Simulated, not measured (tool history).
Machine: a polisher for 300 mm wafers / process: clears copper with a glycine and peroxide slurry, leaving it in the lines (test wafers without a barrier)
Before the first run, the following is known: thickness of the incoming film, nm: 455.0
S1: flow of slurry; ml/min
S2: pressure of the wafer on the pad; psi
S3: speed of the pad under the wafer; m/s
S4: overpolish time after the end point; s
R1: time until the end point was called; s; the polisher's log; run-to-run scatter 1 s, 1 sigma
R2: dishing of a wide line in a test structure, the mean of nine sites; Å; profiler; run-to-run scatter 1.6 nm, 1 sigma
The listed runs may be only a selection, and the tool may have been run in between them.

| run | hour | S1 | S2 | S3 | S4 | R1 | R2 |
|---|---|---|---|---|---|---|---|
| 1 | 0 | 275 | 2.5 | 0.98 | 16 | 85.266 | 538.83 |
| 2 | 6.9 | 275 | 2.7 | 1 | 16 | 81.59 | 575.19 |
| 3 | 7.6 | 275 | 2.7 | 0.9 | 16 | 87.932 | 526 |
| 4 | 12.3 | 275 | 2.9 | 0.94 | 16 | 79.976 | 584.64 |
| 5 | 12.9 | 275 | 3.3 | 0.94 | 16 | 74.317 | 628.7 |
| 6 | 18.9 | 275 | 3.4 | 0.98 | 16 | 66.036 | 664.02 |
| 7 | 22.5 | 275 | 3.9 | 1 | 18 | 58.194 | 800.3 |

Run 8, settings as shown, results not yet in. Your forecast:
| 8 | 29.5 | 275 | 3.9 | 1.02 | 18 | ? | ? |

For run 8 the tool returned R1 59.157 s, R2 792.57 Å.
